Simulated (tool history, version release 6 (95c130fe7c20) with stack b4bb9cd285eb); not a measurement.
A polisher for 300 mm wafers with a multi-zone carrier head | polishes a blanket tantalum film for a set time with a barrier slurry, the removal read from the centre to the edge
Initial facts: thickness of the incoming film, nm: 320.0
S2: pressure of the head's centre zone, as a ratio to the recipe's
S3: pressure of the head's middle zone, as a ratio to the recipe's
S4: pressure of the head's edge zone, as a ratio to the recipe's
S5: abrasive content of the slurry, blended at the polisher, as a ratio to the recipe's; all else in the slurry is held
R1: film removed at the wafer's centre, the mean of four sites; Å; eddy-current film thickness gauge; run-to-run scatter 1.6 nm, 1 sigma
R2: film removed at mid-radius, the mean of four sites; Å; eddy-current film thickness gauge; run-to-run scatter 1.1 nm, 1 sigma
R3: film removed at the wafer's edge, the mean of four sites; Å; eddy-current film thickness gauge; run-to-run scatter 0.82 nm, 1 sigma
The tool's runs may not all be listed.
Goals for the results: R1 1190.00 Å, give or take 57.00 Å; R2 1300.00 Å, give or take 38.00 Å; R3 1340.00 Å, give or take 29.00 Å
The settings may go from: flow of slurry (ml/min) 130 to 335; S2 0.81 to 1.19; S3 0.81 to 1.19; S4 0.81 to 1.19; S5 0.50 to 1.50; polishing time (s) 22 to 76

run 1 hour=0.0 | flow_of_slurry_(ml/min)=215 S2=1.00 S3=1.00 S4=1.00 S5=1.00 polishing_time_(s)=49 | R1=813.30 R2=802.83 R3=802.30
run 2 hour=5.9 | flow_of_slurry_(ml/min)=215 S2=1.00 S3=1.00 S4=1.08 S5=1.00 polishing_time_(s)=49 | R1=811.50 R2=821.83 R3=836.09
run 3 hour=6.9 | flow_of_slurry_(ml/min)=215 S2=1.00 S3=1.00 S4=1.08 S5=0.80 polishing_time_(s)=49 | R1=746.47 R2=740.71 R3=768.48
run 4 hour=13.6 | flow_of_slurry_(ml/min)=215 S2=1.00 S3=1.00 S4=1.11 S5=0.80 polishing_time_(s)=49 | R1=744.19 R2=737.78 R3=772.18
run 5 hour=18.4 | flow_of_slurry_(ml/min)=215 S2=0.94 S3=1.00 S4=1.11 S5=0.80 polishing_time_(s)=49 | R1=690.11 R2=748.37 R3=769.00
run 6 hour=27.0 | flow_of_slurry_(ml/min)=215 S2=0.94 S3=1.05 S4=1.11 S5=0.80 polishing_time_(s)=49 | R1=713.50 R2=757.39 R3=774.83
run 7 hour=32.3 | flow_of_slurry_(ml/min)=220 S2=0.94 S3=1.04 S4=1.12 S5=0.90 polishing_time_(s)=51 | R1=752.36 R2=841.34 R3=842.48
run 8 hour=33.3 | flow_of_slurry_(ml/min)=240 S2=1.04 S3=0.94 S4=1.19 S5=1.15 polishing_time_(s)=64 | R1=1173.50 R2=1070.00 R3=1196.60
run 9 hour=34.8 | flow_of_slurry_(ml/min)=240 S2=1.03 S3=0.95 S4=1.19 S5=1.20 polishing_time_(s)=64 | R1=1164.20 R2=1076.80 R3=1203.60

Pick the move, out of 5, that brings all results within their allowed miss; only one does.
run A hour=36.3 | flow_of_slurry_(ml/min)=220 S2=0.95 S3=1.04 S4=1.17 S5=1.25 polishing_time_(s)=70 | R1=? R2=? R3=?
run B hour=36.3 | flow_of_slurry_(ml/min)=295 S2=0.91 S3=0.92 S4=1.10 S5=1.20 polishing_time_(s)=71 | R1=? R2=? R3=?
run C hour=36.3 | flow_of_slurry_(ml/min)=200 S2=0.97 S3=0.98 S4=1.19 S5=1.50 polishing_time_(s)=67 | R1=? R2=? R3=?
run D hour=36.3 | flow_of_slurry_(ml/min)=240 S2=1.02 S3=1.02 S4=1.12 S5=1.10 polishing_time_(s)=74 | R1=? R2=? R3=?
run E hour=36.3 | flow_of_slurry_(ml/min)=250 S2=0.94 S3=1.13 S4=1.16 S5=1.25 polishing_time_(s)=70 | R1=? R2=? R3=?

move=A R1=1205.20 R2=1276.80 R3=1326.30
move=B R1=1194.40 R2=1206.70 R3=1324.50
move=C R1=1218.80 R2=1212.60 R3=1330.20
move=D R1=1330.20 R2=1291.60 R3=1332.30
move=E R1=1211.20 R2=1376.50 R3=1333.30
A: every result within its allowed miss
B: nearer the targets than the last run, but a result is still out of spec
C: nearer the targets than the last run, but a result is still out of spec
D: the furthest-off result lands on target, but another misses its tolerance
E: carries the result that was furthest off beyond its target, to the other side
So the answer is move A, the one that meets all the targets.
